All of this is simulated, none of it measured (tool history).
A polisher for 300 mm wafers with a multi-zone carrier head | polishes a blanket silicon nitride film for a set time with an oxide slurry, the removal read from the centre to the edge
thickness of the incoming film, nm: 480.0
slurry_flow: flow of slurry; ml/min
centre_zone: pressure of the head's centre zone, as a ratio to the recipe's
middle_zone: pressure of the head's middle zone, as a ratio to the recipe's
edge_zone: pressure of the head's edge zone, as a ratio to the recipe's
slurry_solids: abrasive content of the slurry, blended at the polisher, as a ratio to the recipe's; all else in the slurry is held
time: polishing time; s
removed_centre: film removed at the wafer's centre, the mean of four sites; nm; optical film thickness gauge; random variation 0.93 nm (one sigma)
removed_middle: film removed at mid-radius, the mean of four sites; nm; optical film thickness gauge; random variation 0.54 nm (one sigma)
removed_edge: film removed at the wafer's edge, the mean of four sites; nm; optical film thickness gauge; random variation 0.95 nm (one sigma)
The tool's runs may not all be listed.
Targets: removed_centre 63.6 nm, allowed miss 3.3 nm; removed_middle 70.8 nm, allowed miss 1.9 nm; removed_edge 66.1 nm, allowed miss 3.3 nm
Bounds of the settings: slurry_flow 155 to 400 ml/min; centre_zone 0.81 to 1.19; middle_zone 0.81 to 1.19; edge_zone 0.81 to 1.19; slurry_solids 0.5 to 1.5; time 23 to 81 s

run	hour	slurry_flow	centre_zone	middle_zone	edge_zone	slurry_solids	time	removed_centre	removed_middle	removed_edge
1	0	255	1	1	1	1	52	39.358	39.018	39.157
2	3.8	260	1	1.02	1.01	1.05	53	41.083	42.291	40.324
3	7.9	255	1	1.02	1.02	1.1	55	43.591	44.04	42.601
4	10.7	255	1.04	1.02	1.02	1.1	55	44.776	43.948	42.239
5	19.1	255	1.03	1.02	1.03	1.15	56	47.328	46.53	45.792
6	20.6	260	1.03	1.03	1.04	1.2	57	48.376	48.042	48.838
7	21.4	265	1.03	1.05	1.04	1.25	58	52.549	50.965	49.68
8	28.4	265	1.02	1.06	1.05	1.3	59	51.907	53.712	52.689
9	29.9	305	1.12	1.16	1.14	1.5	63	65.532	66.004	61.863
10	32.3	305	1.12	1.16	1.14	1.5	63	65.68	65.969	60.964
11	40.2	305	1.11	1.16	1.14	1.5	63	65.685	66.243	60.554
12	43.1	305	1.11	1.16	1.14	1.5	63	64.65	65.969	59.144
13	51.5	300	1.1	1.15	1.15	1.5	64	66.685	65.592	61.608
14	56.4	300	1.08	1.15	1.15	1.5	65	62.841	66.679	62.93
15	62.6	300	1.08	1.15	1.15	1.5	65	64.046	66.945	64.051

4 next moves are on the table. One of them brings every result within its allowed miss. Which?
A	68.8	390	1.06	1.13	1.11	1.45	65	?	?	?
B	68.8	290	1.08	1.15	1.18	1.5	64	?	?	?
C	68.8	275	1.16	1.1	1.13	1.5	63	?	?	?
D	68.8	315	1.02	1.16	1.15	1.5	68	?	?	?

move	removed_centre	removed_middle	removed_edge
A	64.357	66.448	59.801
B	64.047	66.044	60.48
C	67.278	62.334	58.241
D	64.783	71.104	63.749
A: further off than the last run
B: further off than the last run
C: further off than the last run
D: meets every target
Move D is the one to make.

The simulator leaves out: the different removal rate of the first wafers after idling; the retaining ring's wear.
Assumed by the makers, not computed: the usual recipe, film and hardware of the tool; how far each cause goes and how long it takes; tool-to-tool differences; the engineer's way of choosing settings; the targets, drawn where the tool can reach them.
